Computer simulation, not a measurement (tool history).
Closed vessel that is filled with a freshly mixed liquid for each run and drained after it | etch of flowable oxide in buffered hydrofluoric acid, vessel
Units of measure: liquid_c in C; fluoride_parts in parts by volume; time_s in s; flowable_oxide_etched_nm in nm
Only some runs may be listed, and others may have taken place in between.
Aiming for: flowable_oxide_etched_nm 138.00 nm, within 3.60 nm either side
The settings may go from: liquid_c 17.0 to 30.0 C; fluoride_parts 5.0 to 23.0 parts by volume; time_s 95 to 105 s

Run 1, day 0.000: liquid_c 22.0 C, fluoride_parts 14.0 parts by volume, time_s 95 s. Result: flowable_oxide_etched_nm 232.28 nm.
Run 2, day 0.288: liquid_c 22.0 C, fluoride_parts 17.0 parts by volume, time_s 95 s. Result: flowable_oxide_etched_nm 190.86 nm.
Run 3, day 0.533: liquid_c 22.0 C, fluoride_parts 17.0 parts by volume, time_s 95 s. Result: flowable_oxide_etched_nm 191.55 nm.
Run 4, day 0.871: liquid_c 24.0 C, fluoride_parts 17.0 parts by volume, time_s 95 s. Result: flowable_oxide_etched_nm 213.10 nm.
Run 5, day 1.054: liquid_c 26.5 C, fluoride_parts 17.0 parts by volume, time_s 95 s. Result: flowable_oxide_etched_nm 240.81 nm.
Run 6, day 1.117: liquid_c 24.0 C, fluoride_parts 17.5 parts by volume, time_s 95 s. Result: flowable_oxide_etched_nm 206.57 nm.
Run 7, day 1.233: liquid_c 20.0 C, fluoride_parts 19.0 parts by volume, time_s 95 s. Result: flowable_oxide_etched_nm 155.30 nm.
Run 8, day 1.429: liquid_c 19.5 C, fluoride_parts 19.0 parts by volume, time_s 95 s. Result: flowable_oxide_etched_nm 150.95 nm.
Run 9, day 1.579: liquid_c 19.0 C, fluoride_parts 19.0 parts by volume, time_s 95 s. Result: flowable_oxide_etched_nm 145.02 nm.
At day 1.758: hydrofluoric acid flow meter replaced.
Run 10, day 1.758: liquid_c 18.5 C, fluoride_parts 19.0 parts by volume, time_s 95 s. Result: flowable_oxide_etched_nm 152.84 nm.
Run 11, day 1.821: liquid_c 18.0 C, fluoride_parts 19.0 parts by volume, time_s 95 s. Result: flowable_oxide_etched_nm 149.12 nm.
Run 12, day 2.067: liquid_c 18.0 C, fluoride_parts 19.0 parts by volume, time_s 95 s. Result: flowable_oxide_etched_nm 150.49 nm.

Which of these 5 next moves meets every target?
Run A, day 2.312: liquid_c 17.5 C, fluoride_parts 17.0 parts by volume, time_s 105 s. Result: flowable_oxide_etched_nm ?.
Run B, day 2.312: liquid_c 18.0 C, fluoride_parts 18.5 parts by volume, time_s 105 s. Result: flowable_oxide_etched_nm ?.
Run C, day 2.312: liquid_c 17.5 C, fluoride_parts 18.0 parts by volume, time_s 105 s. Result: flowable_oxide_etched_nm ?.
Run D, day 2.312: liquid_c 17.0 C, fluoride_parts 18.5 parts by volume, time_s 105 s. Result: flowable_oxide_etched_nm ?.
Run E, day 2.312: liquid_c 18.0 C, fluoride_parts 21.0 parts by volume, time_s 95 s. Result: flowable_oxide_etched_nm ?.

move  flowable_oxide_etched_nm
   A                    178.66
   B                    169.10
   C                    168.86
   D                    159.72
   E                    136.95
A: lands further from the targets than the last run did
B: lands further from the targets than the last run did
C: lands further from the targets than the last run did
D: lands further from the targets than the last run did
E: all results land within tolerance of their targets
E meets every target.

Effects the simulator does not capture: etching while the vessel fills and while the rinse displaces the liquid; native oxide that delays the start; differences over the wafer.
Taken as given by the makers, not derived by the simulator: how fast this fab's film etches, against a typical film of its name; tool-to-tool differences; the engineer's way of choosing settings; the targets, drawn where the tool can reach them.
